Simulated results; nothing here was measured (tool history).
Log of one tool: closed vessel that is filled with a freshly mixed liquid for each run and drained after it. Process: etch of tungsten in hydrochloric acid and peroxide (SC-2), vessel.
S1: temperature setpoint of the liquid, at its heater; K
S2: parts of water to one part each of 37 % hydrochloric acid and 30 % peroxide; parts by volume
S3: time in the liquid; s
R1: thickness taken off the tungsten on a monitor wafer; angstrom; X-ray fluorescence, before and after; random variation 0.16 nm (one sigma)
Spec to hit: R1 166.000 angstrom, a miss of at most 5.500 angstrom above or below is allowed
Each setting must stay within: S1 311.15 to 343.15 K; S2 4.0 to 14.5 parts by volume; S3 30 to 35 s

{"run": 1, "hour": 0.0, "S1": 327.15, "S2": 8.0, "S3": 35, "R1": 118.04}
{"run": 2, "hour": 6.1, "S1": 327.15, "S2": 8.0, "S3": 30, "R1": 99.812}
{"run": 3, "hour": 11.3, "S1": 327.15, "S2": 8.0, "S3": 35, "R1": 116.72}
{"run": 4, "hour": 15.9, "S1": 327.15, "S2": 8.0, "S3": 35, "R1": 117.42}
{"run": 5, "hour": 19.7, "S1": 328.15, "S2": 8.0, "S3": 35, "R1": 125.72}
{"run": 6, "hour": 25.7, "S1": 328.65, "S2": 8.0, "S3": 35, "R1": 128.42}
{"run": 7, "hour": 26.7, "S1": 329.15, "S2": 8.0, "S3": 35, "R1": 134.04}
{"run": 8, "hour": 29.3, "S1": 333.15, "S2": 8.0, "S3": 35, "R1": 173.5}

Of the 5 settings listed for the next run, only one would bring every result within its allowed miss of target. Which one?
{"run": "A", "hour": 31.9, "S1": 332.15, "S2": 7.0, "S3": 30, "R1": "?"}
{"run": "B", "hour": 31.9, "S1": 331.15, "S2": 6.5, "S3": 35, "R1": "?"}
{"run": "C", "hour": 31.9, "S1": 332.15, "S2": 7.0, "S3": 35, "R1": "?"}
{"run": "D", "hour": 31.9, "S1": 333.65, "S2": 8.0, "S3": 35, "R1": "?"}
{"run": "E", "hour": 31.9, "S1": 331.65, "S2": 6.0, "S3": 30, "R1": "?"}

move=A R1=152.820
move=B R1=177.200
move=C R1=178.290
move=D R1=176.320
move=E R1=166.580
A: pushes the last run's worst result past its target
B: further off than the last run
C: further off than the last run
D: further off than the last run
E: meets every target
So the answer is move E, the one that meets all the targets.
